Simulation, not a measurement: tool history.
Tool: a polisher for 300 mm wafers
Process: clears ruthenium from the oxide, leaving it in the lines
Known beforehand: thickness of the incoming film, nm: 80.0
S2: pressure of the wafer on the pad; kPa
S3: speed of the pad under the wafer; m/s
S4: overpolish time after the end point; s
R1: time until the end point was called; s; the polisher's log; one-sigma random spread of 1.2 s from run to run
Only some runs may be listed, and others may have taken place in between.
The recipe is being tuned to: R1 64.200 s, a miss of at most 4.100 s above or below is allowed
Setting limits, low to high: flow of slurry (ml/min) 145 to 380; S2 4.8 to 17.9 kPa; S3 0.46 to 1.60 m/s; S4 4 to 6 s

{"run": 1, "hour": 0.0, "flow of slurry (ml/min)": 245, "S2": 11.0, "S3": 1.02, "S4": 6, "R1": 110.21}
{"run": 2, "hour": 7.1, "flow of slurry (ml/min)": 245, "S2": 11.0, "S3": 1.02, "S4": 4, "R1": 112.42}
{"run": 3, "hour": 11.3, "flow of slurry (ml/min)": 245, "S2": 11.0, "S3": 0.86, "S4": 4, "R1": 128.81}
{"run": 4, "hour": 17.3, "flow of slurry (ml/min)": 245, "S2": 13.1, "S3": 0.9, "S4": 4, "R1": 106.45}
{"hour": 20.6, "done": "worn pad replaced by a new one"}
{"run": 5, "hour": 20.6, "flow of slurry (ml/min)": 245, "S2": 14.5, "S3": 0.96, "S4": 4, "R1": 79.549}
{"run": 6, "hour": 28.3, "flow of slurry (ml/min)": 245, "S2": 15.2, "S3": 0.96, "S4": 4, "R1": 78.25}
{"run": 7, "hour": 36.4, "flow of slurry (ml/min)": 245, "S2": 15.9, "S3": 0.96, "S4": 4, "R1": 72.599}
{"run": 8, "hour": 43.8, "flow of slurry (ml/min)": 245, "S2": 16.5, "S3": 0.96, "S4": 4, "R1": 70.822}

Exercise: of the 4 proposed moves below, exactly one satisfies all targets within the stated allowed misses. Which move is it?
{"run": "A", "hour": 51.2, "flow of slurry (ml/min)": 210, "S2": 16.5, "S3": 0.94, "S4": 4, "R1": "?"}
{"run": "B", "hour": 51.2, "flow of slurry (ml/min)": 295, "S2": 17.2, "S3": 0.96, "S4": 4, "R1": "?"}
{"run": "C", "hour": 51.2, "flow of slurry (ml/min)": 240, "S2": 15.9, "S3": 0.9, "S4": 4, "R1": "?"}
{"run": "D", "hour": 51.2, "flow of slurry (ml/min)": 290, "S2": 16.5, "S3": 0.88, "S4": 4, "R1": "?"}

move=A R1=69.895
move=B R1=63.678
move=C R1=74.952
move=D R1=72.200
A: gains on the last run, yet a result remains outside its allowed miss
B: all results land within tolerance of their targets
C: moves away from the targets compared with the last run
D: moves away from the targets compared with the last run
Move B is the one to make.
